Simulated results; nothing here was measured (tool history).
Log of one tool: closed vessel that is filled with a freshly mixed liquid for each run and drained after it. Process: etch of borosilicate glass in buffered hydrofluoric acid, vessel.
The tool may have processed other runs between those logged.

run,hour,temperature setpoint of the liquid (°C),parts of 40 % ammonium fluoride to one part of 49 % hydrofluoric acid (parts by volume),time in the liquid (s),thickness taken off the borosilicate glass on a monitor wafer (Å)
1,0,22,10,100,1095.3
2,1.4,22,8.5,100,1254.2
3,6.8,18.5,8.5,100,1035.9
4,15.9,18.5,11.5,100,787.49
5,21.1,17,11.5,100,732.56
6,28.7,17,11.5,100,725.3
7,29.6,17,12,100,702.66
8,33,17,12.5,100,668.02
9,40.6,17,13,100,644.06
10,43.7,17,13.5,100,632.85
11,48.2,17,14,100,603.17

What does the tool deliver on the next run?
12,52.3,17,14.5,100,?

thickness taken off the borosilicate glass on a monitor wafer (Å): 582.48
